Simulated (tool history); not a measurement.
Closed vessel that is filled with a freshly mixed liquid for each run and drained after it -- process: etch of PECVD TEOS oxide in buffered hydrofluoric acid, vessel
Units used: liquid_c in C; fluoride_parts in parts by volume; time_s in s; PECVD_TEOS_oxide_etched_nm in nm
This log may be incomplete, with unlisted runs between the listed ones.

run	hour	liquid_c	fluoride_parts	time_s	PECVD_TEOS_oxide_etched_nm
1	0.0	25.0	22.5	95	102.490
2	9.2	25.0	26.0	95	91.259
3	13.0	25.0	21.5	95	104.600
4	15.8	26.0	20.5	95	115.740
5	24.2	26.0	16.5	95	142.520
6	28.6	26.5	16.5	95	148.210
7	34.3	27.0	16.5	95	152.610

Predict the results of run 8:
8	40.6	27.5	16.5	95	?

PECVD_TEOS_oxide_etched_nm: 154.820 nm
